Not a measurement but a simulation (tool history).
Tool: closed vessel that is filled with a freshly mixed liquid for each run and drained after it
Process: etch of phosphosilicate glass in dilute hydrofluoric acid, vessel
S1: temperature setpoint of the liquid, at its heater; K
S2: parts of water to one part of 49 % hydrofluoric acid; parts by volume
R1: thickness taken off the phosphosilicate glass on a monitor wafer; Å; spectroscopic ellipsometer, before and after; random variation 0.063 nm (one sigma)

Run 1, hour 0: S1 295.15 K, S2 230 parts by volume, time in the liquid (s) 30. Result: R1 97.14 Å.
Run 2, hour 8.8: S1 294.65 K, S2 235 parts by volume, time in the liquid (s) 30. Result: R1 90.603 Å.
Run 3, hour 15.9: S1 294.15 K, S2 240 parts by volume, time in the liquid (s) 30. Result: R1 87.931 Å.
Run 4, hour 20.1: S1 294.15 K, S2 200 parts by volume, time in the liquid (s) 30. Result: R1 110.02 Å.
Run 5, hour 22.3: S1 293.65 K, S2 210 parts by volume, time in the liquid (s) 30. Result: R1 100.54 Å.
Run 6, hour 24.2: S1 293.15 K, S2 220 parts by volume, time in the liquid (s) 30. Result: R1 92.774 Å.
Run 7, hour 31.2: S1 292.65 K, S2 225 parts by volume, time in the liquid (s) 30. Result: R1 88.351 Å.
Run 8, hour 34.8: S1 292.15 K, S2 230 parts by volume, time in the liquid (s) 30. Result: R1 85.525 Å.

Forecast run 9:
At hour 39.4: hydrofluoric acid flow meter replaced.
Run 9, hour 39.4: S1 290.15 K, S2 275 parts by volume, time in the liquid (s) 30. Result: R1 ?.

{"run 9": {"R1": 71.655}}

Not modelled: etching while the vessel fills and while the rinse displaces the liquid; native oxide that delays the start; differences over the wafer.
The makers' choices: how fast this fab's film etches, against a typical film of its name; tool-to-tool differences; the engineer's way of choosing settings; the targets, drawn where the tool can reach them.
